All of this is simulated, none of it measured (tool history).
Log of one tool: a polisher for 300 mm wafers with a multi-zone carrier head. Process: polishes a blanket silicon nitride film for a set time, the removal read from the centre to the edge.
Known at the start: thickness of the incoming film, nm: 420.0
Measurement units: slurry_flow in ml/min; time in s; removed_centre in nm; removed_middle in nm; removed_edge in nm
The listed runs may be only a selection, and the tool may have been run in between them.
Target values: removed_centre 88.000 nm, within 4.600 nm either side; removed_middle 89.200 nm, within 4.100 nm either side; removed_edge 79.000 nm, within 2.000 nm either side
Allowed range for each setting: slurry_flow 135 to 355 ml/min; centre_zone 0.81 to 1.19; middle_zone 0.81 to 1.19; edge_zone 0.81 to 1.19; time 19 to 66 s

run 1 hour=0.0 | slurry_flow=225 centre_zone=1.00 middle_zone=1.00 edge_zone=1.00 time=42 | removed_centre=68.109 removed_middle=64.282 removed_edge=66.741
run 2 hour=6.6 | slurry_flow=225 centre_zone=1.00 middle_zone=0.96 edge_zone=1.00 time=42 | removed_centre=68.156 removed_middle=65.459 removed_edge=66.555
run 3 hour=13.0 | slurry_flow=280 centre_zone=1.00 middle_zone=0.96 edge_zone=1.00 time=42 | removed_centre=69.285 removed_middle=66.278 removed_edge=68.831
run 4 hour=16.4 | slurry_flow=280 centre_zone=1.00 middle_zone=0.96 edge_zone=1.00 time=34 | removed_centre=55.796 removed_middle=53.662 removed_edge=54.598
run 5 hour=18.9 | slurry_flow=290 centre_zone=1.01 middle_zone=1.01 edge_zone=0.97 time=37 | removed_centre=62.273 removed_middle=60.870 removed_edge=58.173
run 6 hour=26.2 | slurry_flow=290 centre_zone=1.01 middle_zone=1.06 edge_zone=0.97 time=37 | removed_centre=61.576 removed_middle=62.942 removed_edge=58.815
run 7 hour=29.9 | slurry_flow=300 centre_zone=1.03 middle_zone=1.08 edge_zone=0.98 time=39 | removed_centre=66.745 removed_middle=67.945 removed_edge=62.739
run 8 hour=32.9 | slurry_flow=305 centre_zone=1.05 middle_zone=1.10 edge_zone=0.99 time=40 | removed_centre=69.368 removed_middle=71.114 removed_edge=64.925
run 9 hour=37.8 | slurry_flow=310 centre_zone=1.07 middle_zone=1.12 edge_zone=1.00 time=41 | removed_centre=73.994 removed_middle=75.814 removed_edge=67.329

Of the 4 settings listed for the next run, only one would bring every result within its allowed miss of target. Which one?
run A hour=42.7 | slurry_flow=270 centre_zone=1.10 middle_zone=1.18 edge_zone=1.03 time=48 | removed_centre=? removed_middle=? removed_edge=?
run B hour=42.7 | slurry_flow=290 centre_zone=1.00 middle_zone=0.81 edge_zone=1.15 time=49 | removed_centre=? removed_middle=? removed_edge=?
run C hour=42.7 | slurry_flow=195 centre_zone=1.04 middle_zone=0.90 edge_zone=1.19 time=41 | removed_centre=? removed_middle=? removed_edge=?
run D hour=42.7 | slurry_flow=355 centre_zone=1.03 middle_zone=1.19 edge_zone=0.97 time=37 | removed_centre=? removed_middle=? removed_edge=?

move=A removed_centre=87.429 removed_middle=88.677 removed_edge=78.642
move=B removed_centre=81.577 removed_middle=66.521 removed_edge=85.790
move=C removed_centre=66.976 removed_middle=57.547 removed_edge=70.141
move=D removed_centre=64.988 removed_middle=70.768 removed_edge=60.105
A: all results in spec
B: pushes the last run's worst result past its target
C: its largest miss is bigger than the last run's
D: its largest miss is bigger than the last run's
Move A is the one to make.
